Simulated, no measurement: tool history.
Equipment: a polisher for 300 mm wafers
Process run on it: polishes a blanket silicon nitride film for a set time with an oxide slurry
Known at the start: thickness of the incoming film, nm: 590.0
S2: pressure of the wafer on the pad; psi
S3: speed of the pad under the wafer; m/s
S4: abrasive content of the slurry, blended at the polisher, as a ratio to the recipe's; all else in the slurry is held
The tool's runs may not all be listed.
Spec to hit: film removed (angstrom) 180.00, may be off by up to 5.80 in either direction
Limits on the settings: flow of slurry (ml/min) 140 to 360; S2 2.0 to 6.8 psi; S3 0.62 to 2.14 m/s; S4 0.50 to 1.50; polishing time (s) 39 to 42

Run 1, hour 0.0: flow of slurry (ml/min) 230, S2 4.4 psi, S3 1.38 m/s, S4 1.00, polishing time (s) 42. Result: film removed (angstrom) 281.68.
Run 2, hour 3.7: flow of slurry (ml/min) 205, S2 4.4 psi, S3 1.38 m/s, S4 1.00, polishing time (s) 42. Result: film removed (angstrom) 277.46.
Run 3, hour 4.6: flow of slurry (ml/min) 205, S2 4.0 psi, S3 1.38 m/s, S4 1.00, polishing time (s) 42. Result: film removed (angstrom) 257.31.
Run 4, hour 11.5: flow of slurry (ml/min) 205, S2 4.0 psi, S3 1.38 m/s, S4 1.00, polishing time (s) 42. Result: film removed (angstrom) 261.35.
At hour 12.3: conditioning disc replaced and pad reconditioned.
Run 5, hour 12.3: flow of slurry (ml/min) 155, S2 4.0 psi, S3 1.38 m/s, S4 1.00, polishing time (s) 42. Result: film removed (angstrom) 396.89.
Run 6, hour 13.0: flow of slurry (ml/min) 155, S2 4.0 psi, S3 1.38 m/s, S4 0.80, polishing time (s) 42. Result: film removed (angstrom) 350.39.
Run 7, hour 18.2: flow of slurry (ml/min) 180, S2 4.0 psi, S3 1.38 m/s, S4 0.80, polishing time (s) 42. Result: film removed (angstrom) 362.07.
Run 8, hour 20.8: flow of slurry (ml/min) 220, S2 4.0 psi, S3 1.38 m/s, S4 0.80, polishing time (s) 42. Result: film removed (angstrom) 368.37.
Run 9, hour 23.7: flow of slurry (ml/min) 230, S2 3.5 psi, S3 1.20 m/s, S4 0.80, polishing time (s) 42. Result: film removed (angstrom) 300.14.
Run 10, hour 29.9: flow of slurry (ml/min) 255, S2 3.1 psi, S3 1.08 m/s, S4 0.80, polishing time (s) 42. Result: film removed (angstrom) 253.21.
Run 11, hour 36.7: flow of slurry (ml/min) 270, S2 2.8 psi, S3 1.02 m/s, S4 0.80, polishing time (s) 42. Result: film removed (angstrom) 225.98.

Of the 4 settings listed for the next run, only one would bring every result within its allowed miss of target. Which one?
Run A, hour 43.5: flow of slurry (ml/min) 260, S2 2.6 psi, S3 0.82 m/s, S4 0.80, polishing time (s) 41. Result: film removed (angstrom) ?.
Run B, hour 43.5: flow of slurry (ml/min) 275, S2 3.2 psi, S3 1.20 m/s, S4 0.75, polishing time (s) 42. Result: film removed (angstrom) ?.
Run C, hour 43.5: flow of slurry (ml/min) 210, S2 2.0 psi, S3 1.36 m/s, S4 0.65, polishing time (s) 39. Result: film removed (angstrom) ?.
Run D, hour 43.5: flow of slurry (ml/min) 280, S2 2.1 psi, S3 0.84 m/s, S4 1.05, polishing time (s) 39. Result: film removed (angstrom) ?.

move  film removed (angstrom)
   A                   178.65
   B                   270.09
   C                   153.26
   D                   164.06
A: each result inside its tolerance
B: further off than the last run
C: the result that was furthest off in the last run now lies on the other side of its target
D: the result that was furthest off in the last run now lies on the other side of its target
The move that meets every target is A.

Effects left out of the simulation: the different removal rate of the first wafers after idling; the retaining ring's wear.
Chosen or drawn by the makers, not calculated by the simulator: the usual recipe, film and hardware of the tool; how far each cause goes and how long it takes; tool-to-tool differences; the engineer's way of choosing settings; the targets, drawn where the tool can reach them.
